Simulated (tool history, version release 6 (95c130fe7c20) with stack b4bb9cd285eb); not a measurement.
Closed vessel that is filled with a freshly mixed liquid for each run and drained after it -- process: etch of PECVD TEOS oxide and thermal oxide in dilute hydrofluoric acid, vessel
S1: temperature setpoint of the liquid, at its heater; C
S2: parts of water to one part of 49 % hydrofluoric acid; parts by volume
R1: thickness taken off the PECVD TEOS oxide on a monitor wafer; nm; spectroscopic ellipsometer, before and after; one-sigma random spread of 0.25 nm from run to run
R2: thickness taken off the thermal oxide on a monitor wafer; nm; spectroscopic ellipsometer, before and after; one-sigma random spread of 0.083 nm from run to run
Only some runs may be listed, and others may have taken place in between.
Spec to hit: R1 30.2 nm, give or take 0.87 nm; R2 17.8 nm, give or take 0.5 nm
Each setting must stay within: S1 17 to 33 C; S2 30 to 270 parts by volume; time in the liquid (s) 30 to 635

Run 1, day 0: S1 25 C, S2 150 parts by volume, time in the liquid (s) 325. Result: R1 17.849 nm, R2 10.376 nm.
Run 2, day 0.058: S1 23.5 C, S2 150 parts by volume, time in the liquid (s) 325. Result: R1 16.475 nm, R2 9.818 nm.
Run 3, day 0.433: S1 23.5 C, S2 95 parts by volume, time in the liquid (s) 325. Result: R1 27.816 nm, R2 16.565 nm.
Run 4, day 0.792: S1 24 C, S2 95 parts by volume, time in the liquid (s) 325. Result: R1 28.367 nm, R2 16.984 nm.
Run 5, day 0.875: S1 24 C, S2 95 parts by volume, time in the liquid (s) 275. Result: R1 24.267 nm, R2 14.312 nm.
Run 6, day 1.075: S1 25 C, S2 95 parts by volume, time in the liquid (s) 275. Result: R1 25.374 nm, R2 14.864 nm.
Run 7, day 1.346: S1 29 C, S2 90 parts by volume, time in the liquid (s) 275. Result: R1 31.702 nm, R2 18.244 nm.
Run 8, day 1.55: S1 29 C, S2 90 parts by volume, time in the liquid (s) 275. Result: R1 31.28 nm, R2 18.377 nm.

Consider the 4 candidate settings below. Which is the only one whose results all fall within their allowed miss of target?
Run A, day 1.754: S1 30.5 C, S2 105 parts by volume, time in the liquid (s) 275. Result: R1 ?, R2 ?.
Run B, day 1.754: S1 29 C, S2 85 parts by volume, time in the liquid (s) 265. Result: R1 ?, R2 ?.
Run C, day 1.754: S1 29 C, S2 100 parts by volume, time in the liquid (s) 300. Result: R1 ?, R2 ?.
Run D, day 1.754: S1 33 C, S2 30 parts by volume, time in the liquid (s) 65. Result: R1 ?, R2 ?.

move      R1      R2
   A  27.552  16.462
   B  31.883   19.05
   C  30.043   17.95
   D  28.178  16.836
A: moves the result that the last run missed by most past its target, out the other side
B: the biggest miss grows against the last run
C: all results in spec
D: moves the result that the last run missed by most past its target, out the other side
Move C is the one to make.
